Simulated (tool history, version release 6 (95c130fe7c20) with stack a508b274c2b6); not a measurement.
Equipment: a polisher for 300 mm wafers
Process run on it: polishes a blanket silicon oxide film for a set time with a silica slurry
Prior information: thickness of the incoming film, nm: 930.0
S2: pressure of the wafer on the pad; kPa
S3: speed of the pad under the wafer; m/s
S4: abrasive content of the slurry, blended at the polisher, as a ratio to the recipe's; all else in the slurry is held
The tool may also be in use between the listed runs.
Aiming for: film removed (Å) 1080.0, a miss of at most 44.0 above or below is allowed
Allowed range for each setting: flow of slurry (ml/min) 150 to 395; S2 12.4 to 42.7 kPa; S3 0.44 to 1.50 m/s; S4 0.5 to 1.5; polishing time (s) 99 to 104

{"run": 1, "day": 0.0, "flow of slurry (ml/min)": 250, "S2": 27.6, "S3": 0.96, "S4": 1.0, "polishing time (s)": 99, "film removed (Å)": 2476.8}
{"run": 2, "day": 0.288, "flow of slurry (ml/min)": 250, "S2": 23.4, "S3": 0.88, "S4": 1.0, "polishing time (s)": 99, "film removed (Å)": 1914.5}
{"run": 3, "day": 0.338, "flow of slurry (ml/min)": 275, "S2": 23.4, "S3": 0.88, "S4": 1.0, "polishing time (s)": 99, "film removed (Å)": 1964.4}
{"run": 4, "day": 0.404, "flow of slurry (ml/min)": 270, "S2": 20.7, "S3": 0.84, "S4": 1.0, "polishing time (s)": 99, "film removed (Å)": 1687.3}
{"run": 5, "day": 0.633, "flow of slurry (ml/min)": 315, "S2": 20.7, "S3": 0.84, "S4": 1.0, "polishing time (s)": 99, "film removed (Å)": 1680.6}
{"run": 6, "day": 0.921, "flow of slurry (ml/min)": 315, "S2": 20.7, "S3": 0.84, "S4": 0.9, "polishing time (s)": 99, "film removed (Å)": 1615.3}
{"run": 7, "day": 0.988, "flow of slurry (ml/min)": 315, "S2": 18.6, "S3": 0.82, "S4": 0.9, "polishing time (s)": 99, "film removed (Å)": 1435.0}
{"run": 8, "day": 1.1, "flow of slurry (ml/min)": 315, "S2": 17.2, "S3": 0.82, "S4": 0.9, "polishing time (s)": 99, "film removed (Å)": 1329.7}
{"run": 9, "day": 1.221, "flow of slurry (ml/min)": 315, "S2": 15.9, "S3": 0.82, "S4": 0.9, "polishing time (s)": 99, "film removed (Å)": 1232.5}
{"run": 10, "day": 1.292, "flow of slurry (ml/min)": 315, "S2": 15.9, "S3": 0.82, "S4": 0.9, "polishing time (s)": 99, "film removed (Å)": 1240.6}
{"run": 11, "day": 1.375, "flow of slurry (ml/min)": 315, "S2": 15.2, "S3": 0.82, "S4": 0.9, "polishing time (s)": 99, "film removed (Å)": 1159.1}
{"run": 12, "day": 1.454, "flow of slurry (ml/min)": 310, "S2": 15.2, "S3": 0.82, "S4": 0.9, "polishing time (s)": 99, "film removed (Å)": 1174.5}
{"run": 13, "day": 1.8, "flow of slurry (ml/min)": 305, "S2": 14.5, "S3": 0.82, "S4": 0.9, "polishing time (s)": 99, "film removed (Å)": 1135.2}

Exercise: of the 4 proposed moves below, exactly one satisfies all targets within the stated allowed misses. Which move is it?
{"run": "A", "day": 2.146, "flow of slurry (ml/min)": 295, "S2": 15.2, "S3": 0.78, "S4": 0.8, "polishing time (s)": 101, "film removed (Å)": "?"}
{"run": "B", "day": 2.146, "flow of slurry (ml/min)": 340, "S2": 17.2, "S3": 0.8, "S4": 0.8, "polishing time (s)": 99, "film removed (Å)": "?"}
{"run": "C", "day": 2.146, "flow of slurry (ml/min)": 285, "S2": 13.1, "S3": 0.96, "S4": 0.9, "polishing time (s)": 99, "film removed (Å)": "?"}
{"run": "D", "day": 2.146, "flow of slurry (ml/min)": 350, "S2": 14.5, "S3": 0.88, "S4": 0.8, "polishing time (s)": 103, "film removed (Å)": "?"}

move=A film_removed_(Å)=1076.8
move=B film_removed_(Å)=1229.1
move=C film_removed_(Å)=1142.6
move=D film_removed_(Å)=1172.0
A: each result inside its tolerance
B: lands further from the targets than the last run did
C: lands further from the targets than the last run did
D: lands further from the targets than the last run did
Answer: A

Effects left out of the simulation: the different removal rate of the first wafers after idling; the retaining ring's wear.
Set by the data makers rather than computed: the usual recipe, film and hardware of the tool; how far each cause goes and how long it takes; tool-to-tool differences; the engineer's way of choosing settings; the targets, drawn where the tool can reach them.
